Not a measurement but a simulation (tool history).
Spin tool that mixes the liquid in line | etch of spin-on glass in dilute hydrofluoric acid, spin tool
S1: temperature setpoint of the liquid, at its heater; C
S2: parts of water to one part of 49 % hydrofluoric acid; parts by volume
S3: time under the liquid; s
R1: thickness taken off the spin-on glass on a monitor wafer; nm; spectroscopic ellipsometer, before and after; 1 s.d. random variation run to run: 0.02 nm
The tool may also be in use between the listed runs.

run,hour,S1,S2,S3,R1
1,0,21,215,25,2.8718
2,2.8,21,215,25,2.8004
3,5.2,19.5,215,25,2.7339
4,7,17,215,25,2.41
5,11.9,17,220,25,2.3429
6,14.4,17,220,25,2.3992
7,15.4,17,225,25,2.3144

The next listed run, before its measurement:
8,20.2,17,230,25,?

{"run 8": {"R1": 2.2775}}

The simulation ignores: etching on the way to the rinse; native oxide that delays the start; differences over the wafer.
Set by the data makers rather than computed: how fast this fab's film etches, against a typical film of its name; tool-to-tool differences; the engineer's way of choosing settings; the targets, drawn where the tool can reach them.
